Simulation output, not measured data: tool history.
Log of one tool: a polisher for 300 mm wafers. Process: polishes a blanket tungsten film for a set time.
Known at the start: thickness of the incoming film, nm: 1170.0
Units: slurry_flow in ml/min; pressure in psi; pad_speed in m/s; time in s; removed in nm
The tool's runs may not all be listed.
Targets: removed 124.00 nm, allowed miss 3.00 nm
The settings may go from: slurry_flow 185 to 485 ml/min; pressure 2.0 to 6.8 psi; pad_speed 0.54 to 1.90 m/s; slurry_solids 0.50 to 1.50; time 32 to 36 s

Run 1, hour 0.0: slurry_flow 310 ml/min, pressure 4.4 psi, pad_speed 1.22 m/s, slurry_solids 1.00, time 36 s. Result: removed 194.30 nm.
Run 2, hour 3.8: slurry_flow 310 ml/min, pressure 4.4 psi, pad_speed 1.22 m/s, slurry_solids 1.20, time 36 s. Result: removed 197.55 nm.
Run 3, hour 4.3: slurry_flow 305 ml/min, pressure 3.8 psi, pad_speed 1.22 m/s, slurry_solids 1.20, time 36 s. Result: removed 182.74 nm.
Run 4, hour 13.2: slurry_flow 305 ml/min, pressure 3.8 psi, pad_speed 1.22 m/s, slurry_solids 1.05, time 36 s. Result: removed 177.69 nm.
Run 5, hour 20.1: slurry_flow 305 ml/min, pressure 3.8 psi, pad_speed 1.22 m/s, slurry_solids 0.95, time 36 s. Result: removed 173.44 nm.
Run 6, hour 26.5: slurry_flow 305 ml/min, pressure 3.3 psi, pad_speed 1.22 m/s, slurry_solids 0.95, time 36 s. Result: removed 157.39 nm.
Run 7, hour 28.6: slurry_flow 305 ml/min, pressure 3.0 psi, pad_speed 1.22 m/s, slurry_solids 0.95, time 36 s. Result: removed 146.76 nm.
Run 8, hour 30.5: slurry_flow 305 ml/min, pressure 2.8 psi, pad_speed 1.22 m/s, slurry_solids 0.95, time 36 s. Result: removed 142.12 nm.
Run 9, hour 37.1: slurry_flow 295 ml/min, pressure 2.1 psi, pad_speed 1.22 m/s, slurry_solids 0.95, time 36 s. Result: removed 118.96 nm.
Run 10, hour 38.3: slurry_flow 305 ml/min, pressure 2.1 psi, pad_speed 1.22 m/s, slurry_solids 0.95, time 36 s. Result: removed 118.02 nm.

Which of these 5 next moves meets every target?
Run A, hour 39.5: slurry_flow 325 ml/min, pressure 2.0 psi, pad_speed 1.22 m/s, slurry_solids 0.90, time 34 s. Result: removed ?.
Run B, hour 39.5: slurry_flow 275 ml/min, pressure 3.3 psi, pad_speed 0.96 m/s, slurry_solids 0.85, time 35 s. Result: removed ?.
Run C, hour 39.5: slurry_flow 360 ml/min, pressure 3.0 psi, pad_speed 0.92 m/s, slurry_solids 0.95, time 36 s. Result: removed ?.
Run D, hour 39.5: slurry_flow 320 ml/min, pressure 3.6 psi, pad_speed 0.90 m/s, slurry_solids 0.85, time 36 s. Result: removed ?.
Run E, hour 39.5: slurry_flow 320 ml/min, pressure 2.3 psi, pad_speed 1.20 m/s, slurry_solids 0.95, time 32 s. Result: removed ?.

move  removed
   A   108.97
   B   118.88
   C   115.25
   D   123.93
   E   110.18
A: further off than the last run
B: nearer than the last run, and not there yet
C: further off than the last run
D: meets every target
E: further off than the last run
The right move is D.
